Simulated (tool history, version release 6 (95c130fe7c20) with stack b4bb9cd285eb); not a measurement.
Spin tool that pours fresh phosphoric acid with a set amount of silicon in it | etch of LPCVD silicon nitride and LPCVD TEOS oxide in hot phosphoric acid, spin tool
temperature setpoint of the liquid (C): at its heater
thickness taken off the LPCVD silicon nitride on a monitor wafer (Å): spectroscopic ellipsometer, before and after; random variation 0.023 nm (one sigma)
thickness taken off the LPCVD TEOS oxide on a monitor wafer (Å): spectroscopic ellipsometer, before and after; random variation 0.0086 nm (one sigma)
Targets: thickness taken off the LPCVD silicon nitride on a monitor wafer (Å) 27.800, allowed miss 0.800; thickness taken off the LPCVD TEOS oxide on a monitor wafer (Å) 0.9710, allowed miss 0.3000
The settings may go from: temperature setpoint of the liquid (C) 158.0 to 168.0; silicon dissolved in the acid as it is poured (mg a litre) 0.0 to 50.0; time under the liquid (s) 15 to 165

| run | hour | temperature setpoint of the liquid (C) | silicon dissolved in the acid as it is poured (mg a litre) | time under the liquid (s) | thickness taken off the LPCVD silicon nitride on a monitor wafer (Å) | thickness taken off the LPCVD TEOS oxide on a monitor wafer (Å) |
|---|---|---|---|---|---|---|
| 1 | 0.0 | 163.0 | 26.0 | 85 | 78.848 | 3.0786 |
| 2 | 1.7 | 162.5 | 26.0 | 75 | 67.547 | 3.3551 |
| 3 | 9.2 | 162.5 | 32.0 | 75 | 69.154 | 2.0869 |
| 4 | 15.1 | 161.5 | 32.0 | 75 | 65.413 | 2.5031 |
| 5 | 23.8 | 161.0 | 33.5 | 65 | 56.200 | 1.8960 |
| 6 | 29.9 | 160.5 | 34.0 | 60 | 51.568 | 1.4470 |
| 7 | 32.0 | 160.0 | 32.5 | 55 | 45.941 | 1.4430 |
| 8 | 39.6 | 160.0 | 32.0 | 50 | 41.576 | 1.3666 |
| 9 | 43.0 | 160.0 | 31.5 | 45 | 38.408 | 1.2576 |
| 10 | 47.3 | 160.0 | 31.0 | 45 | 37.854 | 1.1501 |
| 11 | 54.6 | 160.0 | 30.0 | 45 | 37.251 | 1.2904 |
| 12 | 60.6 | 159.0 | 29.5 | 40 | 32.130 | 1.0592 |
| 13 | 65.2 | 159.0 | 29.0 | 40 | 32.597 | 1.0144 |

Which of these 4 next moves meets every target?
| A | 69.8 | 160.0 | 3.5 | 35 | ? | ? |
| B | 69.8 | 160.0 | 30.0 | 35 | ? | ? |
| C | 69.8 | 158.5 | 24.5 | 50 | ? | ? |
| D | 69.8 | 158.5 | 25.5 | 35 | ? | ? |

| move | thickness taken off the LPCVD silicon nitride on a monitor wafer (Å) | thickness taken off the LPCVD TEOS oxide on a monitor wafer (Å) |
|---|---|---|
| A | 29.421 | 2.2381 |
| B | 29.421 | 1.0865 |
| C | 39.958 | 1.6937 |
| D | 27.971 | 1.1467 |
A: nearer than the last run, and not there yet
B: nearer than the last run, and not there yet
C: further off than the last run
D: meets every target
The right move is D.
